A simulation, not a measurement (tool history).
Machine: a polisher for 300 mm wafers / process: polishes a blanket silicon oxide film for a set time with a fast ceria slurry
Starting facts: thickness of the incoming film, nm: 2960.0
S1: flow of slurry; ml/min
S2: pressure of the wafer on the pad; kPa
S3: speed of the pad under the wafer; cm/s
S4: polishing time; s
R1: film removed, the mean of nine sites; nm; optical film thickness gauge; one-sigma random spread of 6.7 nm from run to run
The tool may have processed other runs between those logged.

run  hour   S1    S2  S3  S4      R1
  1   0.0  155  11.7  90  46  334.27
  2   5.1  170  11.7  90  46  339.07
  3   8.4  170  13.1  90  46  380.58
  4  13.7  170  13.8  90  46  395.47
  5  22.1  170  13.8  90  42  356.96
  6  22.9  170  15.2  92  42  405.63

Estimate the outcome of run 7 from the log above:
  7  25.3  175  15.9  94  42   ?

Run 7 produced R1 435.28 nm.
